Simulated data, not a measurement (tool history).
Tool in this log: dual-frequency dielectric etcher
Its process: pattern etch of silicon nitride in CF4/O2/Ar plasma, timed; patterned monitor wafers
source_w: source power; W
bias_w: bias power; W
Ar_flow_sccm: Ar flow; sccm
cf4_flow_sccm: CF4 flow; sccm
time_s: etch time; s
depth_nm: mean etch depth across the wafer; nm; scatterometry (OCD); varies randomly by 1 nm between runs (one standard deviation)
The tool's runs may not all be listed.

{"run": 1, "hour": 0.0, "source_w": 570, "bias_w": 63, "Ar_flow_sccm": 104, "cf4_flow_sccm": 93, "time_s": 228.5, "depth_nm": 509.57}
{"run": 2, "hour": 4.1, "source_w": 610, "bias_w": 63, "Ar_flow_sccm": 104, "cf4_flow_sccm": 93, "time_s": 228.5, "depth_nm": 544.76}
{"run": 3, "hour": 6.8, "source_w": 610, "bias_w": 63, "Ar_flow_sccm": 104, "cf4_flow_sccm": 93, "time_s": 209.5, "depth_nm": 500.16}
{"run": 4, "hour": 7.5, "source_w": 560, "bias_w": 59, "Ar_flow_sccm": 105, "cf4_flow_sccm": 93, "time_s": 209.5, "depth_nm": 445.99}
{"run": 5, "hour": 13.5, "source_w": 560, "bias_w": 59, "Ar_flow_sccm": 105, "cf4_flow_sccm": 93, "time_s": 228.5, "depth_nm": 485.03}
{"run": 6, "hour": 21.1, "source_w": 560, "bias_w": 59, "Ar_flow_sccm": 96, "cf4_flow_sccm": 93, "time_s": 228.5, "depth_nm": 494.57}
{"run": 7, "hour": 27.9, "source_w": 520, "bias_w": 55, "Ar_flow_sccm": 97, "cf4_flow_sccm": 93, "time_s": 228.5, "depth_nm": 442.55}
{"run": 8, "hour": 30.9, "source_w": 490, "bias_w": 53, "Ar_flow_sccm": 97, "cf4_flow_sccm": 93, "time_s": 228.5, "depth_nm": 409.49}
{"run": 9, "hour": 33.4, "source_w": 470, "bias_w": 52, "Ar_flow_sccm": 97, "cf4_flow_sccm": 93, "time_s": 228.5, "depth_nm": 389.64}
{"run": 10, "hour": 37.7, "source_w": 360, "bias_w": 44, "Ar_flow_sccm": 99, "cf4_flow_sccm": 92, "time_s": 228.5, "depth_nm": 267.62}

Forecast run 11:
{"hour": 41.7, "done": "Ar flow controller replaced"}
{"run": 11, "hour": 41.7, "source_w": 370, "bias_w": 44, "Ar_flow_sccm": 99, "cf4_flow_sccm": 92, "time_s": 228.5, "depth_nm": "?"}

depth_nm: 281.27 nm
